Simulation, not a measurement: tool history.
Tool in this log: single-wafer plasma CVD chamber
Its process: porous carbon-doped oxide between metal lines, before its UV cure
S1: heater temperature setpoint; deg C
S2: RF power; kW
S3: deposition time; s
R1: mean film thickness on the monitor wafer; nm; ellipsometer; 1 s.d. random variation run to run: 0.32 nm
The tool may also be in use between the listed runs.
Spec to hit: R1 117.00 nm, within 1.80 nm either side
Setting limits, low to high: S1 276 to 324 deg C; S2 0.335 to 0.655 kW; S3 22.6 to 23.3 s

| run | day | S1 | S2 | S3 | R1 |
|---|---|---|---|---|---|
| 1 | 0.000 | 300 | 0.495 | 22.6 | 134.20 |
| 2 | 0.029 | 305 | 0.490 | 22.6 | 129.94 |
| 3 | 0.154 | 309 | 0.485 | 22.6 | 126.23 |
| 4 | 0.283 | 312 | 0.485 | 22.6 | 124.61 |
| 5 | 0.504 | 315 | 0.485 | 22.6 | 123.19 |
| 6 | 0.604 | 315 | 0.485 | 22.6 | 122.69 |
| 7 | 0.817 | 317 | 0.485 | 22.6 | 121.71 |
| 8 | 1.021 | 318 | 0.485 | 22.6 | 121.04 |
| 9 | 1.104 | 319 | 0.485 | 22.6 | 120.60 |
| 10 | 1.208 | 320 | 0.485 | 22.6 | 119.79 |
| 11 | 1.258 | 321 | 0.485 | 22.6 | 119.49 |
| 12 | 1.533 | 321 | 0.485 | 22.6 | 119.23 |

5 candidate next runs follow, results not yet known. Just one meets every target within its allowed miss. Identify it.
| A | 1.808 | 324 | 0.485 | 22.6 | ? |
| B | 1.808 | 313 | 0.460 | 23.0 | ? |
| C | 1.808 | 308 | 0.440 | 23.3 | ? |
| D | 1.808 | 321 | 0.465 | 23.3 | ? |
| E | 1.808 | 323 | 0.520 | 22.8 | ? |

| move | R1 |
|---|---|
| A | 117.59 |
| B | 121.96 |
| C | 122.87 |
| D | 119.61 |
| E | 124.46 |
A: every result lands within tolerance
B: misses by more than the last run did
C: misses by more than the last run did
D: misses by more than the last run did
E: misses by more than the last run did
Answer: A
